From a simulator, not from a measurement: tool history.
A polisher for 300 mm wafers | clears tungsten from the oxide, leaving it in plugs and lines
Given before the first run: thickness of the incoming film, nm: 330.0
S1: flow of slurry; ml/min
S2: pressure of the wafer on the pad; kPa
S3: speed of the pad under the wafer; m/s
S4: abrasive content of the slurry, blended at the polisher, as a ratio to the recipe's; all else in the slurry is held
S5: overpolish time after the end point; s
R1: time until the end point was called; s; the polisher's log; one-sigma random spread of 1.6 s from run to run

run,hour,S1,S2,S3,S4,S5,R1
1,0,165,27.6,1,1,45,63.368
2,4.5,165,24.8,0.98,1,45,70.078
3,11,165,22.8,0.96,1,45,78.497
4,19.5,165,22.8,1.18,1,45,64.482
5,21.5,165,20.7,1.16,1,45,70.973
6,26.7,165,20.7,1.16,1,49,71.943
7,32.9,165,18.6,1.16,1,49,81.686
8,40.8,165,17.9,1.16,1,49,82.68
9,46.5,165,17.2,1.16,1,49,82.304
10,55.1,165,12.4,1.12,1,49,121.48
11,58.2,165,13.1,1.12,1,49,114.71

Run 12 comes next. What will it give?
12,60.6,165,13.8,1.12,1,49,?

R1: 109.77 s

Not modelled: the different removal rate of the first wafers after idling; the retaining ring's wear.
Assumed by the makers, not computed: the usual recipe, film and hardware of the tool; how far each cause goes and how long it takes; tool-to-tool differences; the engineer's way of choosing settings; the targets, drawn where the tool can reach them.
